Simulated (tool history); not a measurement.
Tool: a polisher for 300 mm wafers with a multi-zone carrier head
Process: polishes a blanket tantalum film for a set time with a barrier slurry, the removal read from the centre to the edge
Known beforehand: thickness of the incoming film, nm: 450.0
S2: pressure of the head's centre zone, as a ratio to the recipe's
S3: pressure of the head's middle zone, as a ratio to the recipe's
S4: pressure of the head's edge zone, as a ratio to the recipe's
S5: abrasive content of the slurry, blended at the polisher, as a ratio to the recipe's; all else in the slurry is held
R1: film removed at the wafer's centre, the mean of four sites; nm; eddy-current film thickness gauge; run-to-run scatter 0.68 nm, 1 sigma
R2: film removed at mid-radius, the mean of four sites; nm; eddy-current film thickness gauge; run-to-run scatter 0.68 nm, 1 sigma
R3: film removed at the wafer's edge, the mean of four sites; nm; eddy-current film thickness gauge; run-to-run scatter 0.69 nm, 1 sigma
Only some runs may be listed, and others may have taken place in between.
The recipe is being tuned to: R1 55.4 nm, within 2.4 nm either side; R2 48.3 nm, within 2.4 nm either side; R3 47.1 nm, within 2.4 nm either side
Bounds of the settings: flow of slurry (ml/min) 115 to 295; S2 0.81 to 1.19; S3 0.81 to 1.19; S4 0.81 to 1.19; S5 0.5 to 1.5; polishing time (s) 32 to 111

Run 1, hour 0: flow of slurry (ml/min) 190, S2 1, S3 1, S4 1, S5 1, polishing time (s) 71. Result: R1 64.129 nm, R2 62.838 nm, R3 64.467 nm.
Run 2, hour 5.8: flow of slurry (ml/min) 190, S2 1.01, S3 1, S4 0.98, S5 0.9, polishing time (s) 70. Result: R1 62.557 nm, R2 63.085 nm, R3 61.972 nm.
Run 3, hour 12.6: flow of slurry (ml/min) 190, S2 1.01, S3 1, S4 0.98, S5 0.75, polishing time (s) 70. Result: R1 58.515 nm, R2 56.01 nm, R3 57.165 nm.
Run 4, hour 14.8: flow of slurry (ml/min) 190, S2 1.02, S3 1, S4 0.96, S5 0.7, polishing time (s) 69. Result: R1 56.095 nm, R2 55.448 nm, R3 51.834 nm.
Run 5, hour 19.5: flow of slurry (ml/min) 185, S2 1.03, S3 0.98, S4 0.96, S5 0.7, polishing time (s) 69. Result: R1 55.618 nm, R2 53.561 nm, R3 53.831 nm.
Run 6, hour 25.5: flow of slurry (ml/min) 190, S2 1.05, S3 0.97, S4 0.95, S5 0.65, polishing time (s) 69. Result: R1 55.124 nm, R2 53.651 nm, R3 51.588 nm.
Run 7, hour 30.6: flow of slurry (ml/min) 190, S2 1.07, S3 0.96, S4 0.95, S5 0.65, polishing time (s) 69. Result: R1 56.837 nm, R2 51.041 nm, R3 51.514 nm.
Run 8, hour 38.9: flow of slurry (ml/min) 190, S2 1.08, S3 0.96, S4 0.94, S5 0.65, polishing time (s) 69. Result: R1 57.186 nm, R2 51.581 nm, R3 51.676 nm.
Run 9, hour 46: flow of slurry (ml/min) 190, S2 1.09, S3 0.96, S4 0.93, S5 0.65, polishing time (s) 69. Result: R1 58.157 nm, R2 50.655 nm, R3 51.406 nm.
Run 10, hour 47.9: flow of slurry (ml/min) 190, S2 1.09, S3 0.96, S4 0.92, S5 0.65, polishing time (s) 69. Result: R1 59.066 nm, R2 51.82 nm, R3 50.895 nm.
Run 11, hour 48.9: flow of slurry (ml/min) 185, S2 1.09, S3 0.96, S4 0.91, S5 0.65, polishing time (s) 69. Result: R1 59.448 nm, R2 50.936 nm, R3 50.923 nm.

Of the 5 settings listed for the next run, only one would bring every result within its allowed miss of target. Which one?
Run A, hour 49.9: flow of slurry (ml/min) 140, S2 1.13, S3 0.81, S4 0.9, S5 0.65, polishing time (s) 74. Result: R1 ?, R2 ?, R3 ?.
Run B, hour 49.9: flow of slurry (ml/min) 225, S2 0.99, S3 1, S4 0.9, S5 0.5, polishing time (s) 81. Result: R1 ?, R2 ?, R3 ?.
Run C, hour 49.9: flow of slurry (ml/min) 175, S2 1.03, S3 0.89, S4 0.97, S5 0.6, polishing time (s) 65. Result: R1 ?, R2 ?, R3 ?.
Run D, hour 49.9: flow of slurry (ml/min) 195, S2 1.11, S3 0.94, S4 0.89, S5 0.7, polishing time (s) 63. Result: R1 ?, R2 ?, R3 ?.
Run E, hour 49.9: flow of slurry (ml/min) 180, S2 1.02, S3 0.9, S4 1, S5 0.65, polishing time (s) 74. Result: R1 ?, R2 ?, R3 ?.

move      R1      R2      R3
   A  62.955  47.367  52.517
   B  55.936  54.697  52.156
   C  49.867  43.569  46.526
   D  56.535  47.364  47.069
   E   58.52  51.985  55.748
A: lands further from the targets than the last run did
B: brings the last run's worst result on target, with another outside its allowed miss
C: the result that was furthest off in the last run now lies on the other side of its target
D: every result within its allowed miss
E: lands further from the targets than the last run did
So the answer is move D, the one that meets all the targets.
